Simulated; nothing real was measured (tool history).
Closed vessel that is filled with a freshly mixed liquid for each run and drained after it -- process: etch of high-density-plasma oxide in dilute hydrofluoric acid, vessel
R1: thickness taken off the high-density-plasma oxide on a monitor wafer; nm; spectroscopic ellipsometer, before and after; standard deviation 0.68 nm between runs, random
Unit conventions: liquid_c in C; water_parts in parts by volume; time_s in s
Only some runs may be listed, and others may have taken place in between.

{"run": 1, "hour": 0.0, "liquid_c": 21.0, "water_parts": 125, "time_s": 905, "R1": 45.254}
{"run": 2, "hour": 8.0, "liquid_c": 22.5, "water_parts": 120, "time_s": 905, "R1": 49.375}
{"run": 3, "hour": 17.0, "liquid_c": 23.5, "water_parts": 115, "time_s": 905, "R1": 54.493}
{"run": 4, "hour": 19.5, "liquid_c": 20.5, "water_parts": 115, "time_s": 905, "R1": 49.169}
{"run": 5, "hour": 20.8, "liquid_c": 20.5, "water_parts": 100, "time_s": 905, "R1": 55.722}
{"run": 6, "hour": 22.6, "liquid_c": 20.5, "water_parts": 100, "time_s": 970, "R1": 60.762}
{"run": 7, "hour": 29.6, "liquid_c": 21.5, "water_parts": 100, "time_s": 970, "R1": 63.496}
{"run": 8, "hour": 38.8, "liquid_c": 21.5, "water_parts": 100, "time_s": 970, "R1": 62.394}
{"run": 9, "hour": 43.8, "liquid_c": 22.5, "water_parts": 100, "time_s": 970, "R1": 66.4}

Run 10 is up next; what results do you expect?
{"run": 10, "hour": 48.4, "liquid_c": 23.0, "water_parts": 100, "time_s": 970, "R1": "?"}

R1: 68.657 nm
